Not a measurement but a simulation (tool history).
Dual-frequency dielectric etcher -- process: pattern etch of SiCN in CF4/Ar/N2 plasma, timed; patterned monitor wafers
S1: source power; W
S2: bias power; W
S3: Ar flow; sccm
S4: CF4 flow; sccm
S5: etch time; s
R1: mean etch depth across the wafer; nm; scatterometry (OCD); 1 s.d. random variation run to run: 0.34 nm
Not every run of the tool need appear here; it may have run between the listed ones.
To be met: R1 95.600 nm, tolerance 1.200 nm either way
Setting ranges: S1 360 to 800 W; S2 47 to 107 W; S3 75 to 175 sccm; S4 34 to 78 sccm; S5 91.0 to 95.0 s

run	hour	S1	S2	S3	S4	S5	R1
1	0.0	580	77	125	56	91.0	89.913
2	4.5	580	71	125	56	91.0	86.956
3	13.0	580	71	125	56	95.0	90.992
4	18.0	590	71	125	56	95.0	91.806
5	22.3	590	71	135	56	95.0	90.949
6	28.7	590	71	135	56	95.0	91.414
7	32.3	600	71	135	56	95.0	91.490
8	34.7	610	71	135	56	95.0	92.956

Which single option among these 5 for the next run brings every result within its allowed miss of target? Just one does.
A	37.1	610	73	136	55	91.0	?
B	37.1	650	64	157	57	92.5	?
C	37.1	630	76	133	53	94.0	?
D	37.1	550	74	150	57	95.0	?
E	37.1	570	71	139	59	95.0	?

move	R1
A	89.552
B	88.173
C	95.486
D	88.554
E	89.778
A: moves away from the targets compared with the last run
B: moves away from the targets compared with the last run
C: meets every target
D: moves away from the targets compared with the last run
E: moves away from the targets compared with the last run
Move C is the one to make.
